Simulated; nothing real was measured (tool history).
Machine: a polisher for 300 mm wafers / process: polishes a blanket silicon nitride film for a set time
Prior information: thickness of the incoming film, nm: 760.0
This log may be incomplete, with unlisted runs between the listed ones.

run  hour  flow of slurry (ml/min)  pressure of the wafer on the pad (kPa)  speed of the pad under the wafer (cm/s)  polishing time (s)  film removed (angstrom)
  1     0                      190                                    29.6                                      108                  44                   1030.6
  2   8.5                      190                                    28.3                                      108                  44                   1006.4
  3  15.9                      190                                    26.9                                      108                  44                   966.03
  4  21.2                      225                                    26.9                                      108                  44                    967.3
  5  29.6                      225                                    26.9                                      120                  44                   1061.7
  6  33.8                      225                                    25.5                                      120                  44                   986.82

Predict the results of run 7:
  7  39.3                      225                                    24.8                                      120                  44                        ?

{"run 7": {"film removed (angstrom)": 975.03}}

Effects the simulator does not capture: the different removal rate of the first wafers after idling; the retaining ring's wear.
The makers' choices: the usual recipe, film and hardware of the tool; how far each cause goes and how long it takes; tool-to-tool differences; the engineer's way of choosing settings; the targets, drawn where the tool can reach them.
